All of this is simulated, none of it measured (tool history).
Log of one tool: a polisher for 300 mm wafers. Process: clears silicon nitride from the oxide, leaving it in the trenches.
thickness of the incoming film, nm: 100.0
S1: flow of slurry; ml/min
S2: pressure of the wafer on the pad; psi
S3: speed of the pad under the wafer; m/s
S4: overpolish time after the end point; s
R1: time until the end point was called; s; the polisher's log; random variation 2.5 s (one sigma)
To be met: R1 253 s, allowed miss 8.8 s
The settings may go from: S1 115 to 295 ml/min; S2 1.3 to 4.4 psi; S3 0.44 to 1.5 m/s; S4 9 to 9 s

Run 1, hour 0: S1 190 ml/min, S2 2.8 psi, S3 0.96 m/s, S4 9 s. Result: R1 121.3 s.
Run 2, hour 6.6: S1 190 ml/min, S2 2.8 psi, S3 0.76 m/s, S4 9 s. Result: R1 151.46 s.
Run 3, hour 13.8: S1 205 ml/min, S2 2.8 psi, S3 0.76 m/s, S4 9 s. Result: R1 148.64 s.
Run 4, hour 19.5: S1 205 ml/min, S2 3.4 psi, S3 0.76 m/s, S4 9 s. Result: R1 124.21 s.
Run 5, hour 20.1: S1 245 ml/min, S2 3.4 psi, S3 0.76 m/s, S4 9 s. Result: R1 123.88 s.
Run 6, hour 22.5: S1 275 ml/min, S2 3.4 psi, S3 0.76 m/s, S4 9 s. Result: R1 120.31 s.
Run 7, hour 25.8: S1 230 ml/min, S2 2.6 psi, S3 0.72 m/s, S4 9 s. Result: R1 170.4 s.
Run 8, hour 33.5: S1 230 ml/min, S2 2.3 psi, S3 0.72 m/s, S4 9 s. Result: R1 187.83 s.
Run 9, hour 39.2: S1 215 ml/min, S2 1.5 psi, S3 0.7 m/s, S4 9 s. Result: R1 291.85 s.
Run 10, hour 43.9: S1 215 ml/min, S2 1.6 psi, S3 0.7 m/s, S4 9 s. Result: R1 278.82 s.

Which of these 5 next moves meets every target?
Run A, hour 48.6: S1 185 ml/min, S2 1.3 psi, S3 0.8 m/s, S4 9 s. Result: R1 ?.
Run B, hour 48.6: S1 185 ml/min, S2 1.9 psi, S3 0.52 m/s, S4 9 s. Result: R1 ?.
Run C, hour 48.6: S1 185 ml/min, S2 1.3 psi, S3 0.72 m/s, S4 9 s. Result: R1 ?.
Run D, hour 48.6: S1 250 ml/min, S2 1.5 psi, S3 0.8 m/s, S4 9 s. Result: R1 ?.
Run E, hour 48.6: S1 230 ml/min, S2 1.6 psi, S3 0.56 m/s, S4 9 s. Result: R1 ?.

move      R1
   A  293.32
   B  309.01
   C  324.62
   D  248.06
   E   331.1
A: further off than the last run
B: further off than the last run
C: further off than the last run
D: meets every target
E: further off than the last run
Move D is the one to make.

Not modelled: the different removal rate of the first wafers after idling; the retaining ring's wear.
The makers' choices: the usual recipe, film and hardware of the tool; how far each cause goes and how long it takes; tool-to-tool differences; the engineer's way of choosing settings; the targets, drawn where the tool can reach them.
